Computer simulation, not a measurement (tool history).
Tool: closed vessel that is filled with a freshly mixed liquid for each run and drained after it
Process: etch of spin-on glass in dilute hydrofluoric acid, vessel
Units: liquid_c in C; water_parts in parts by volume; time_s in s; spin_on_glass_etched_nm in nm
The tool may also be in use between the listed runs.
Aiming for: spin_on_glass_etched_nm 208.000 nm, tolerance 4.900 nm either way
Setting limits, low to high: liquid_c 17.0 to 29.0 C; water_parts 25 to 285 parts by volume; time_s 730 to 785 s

run    day  liquid_c  water_parts  time_s  spin_on_glass_etched_nm
  1  0.000      21.0          155     730                   81.132
  2  0.133      21.0          100     730                  132.700
  3  0.258      21.0          100     785                  141.540
  4  0.608      22.5          100     785                  152.160
  5  0.800      23.5          100     785                  157.100
  6  0.975      24.5          100     785                  164.310
  7  1.233      25.5          100     785                  170.700
  8  1.500      26.0          100     785                  174.430
  9  1.638      26.5          100     785                  177.480
 10  1.700      27.0          100     785                  182.260
 11  2.017      27.5          100     785                  185.080
 12  2.233      28.0          100     785                  187.990
 13  2.521      29.0           90     785                  218.990
 14  2.762      28.5           90     785                  214.170

4 candidate next runs follow, results not yet known. Just one meets every target within its allowed miss. Identify it.
  A  3.004      26.0           85     785                        ?
  B  3.004      29.0          100     785                        ?
  C  3.004      29.0           95     730                        ?
  D  3.004      28.0           85     770                        ?

move  spin_on_glass_etched_nm
   A                  209.380
   B                  195.820
   C                  193.010
   D                  222.040
A: in spec on every target
B: moves the result that the last run missed by most past its target, out the other side
C: moves the result that the last run missed by most past its target, out the other side
D: its largest miss is bigger than the last run's
Move A is the one to make.
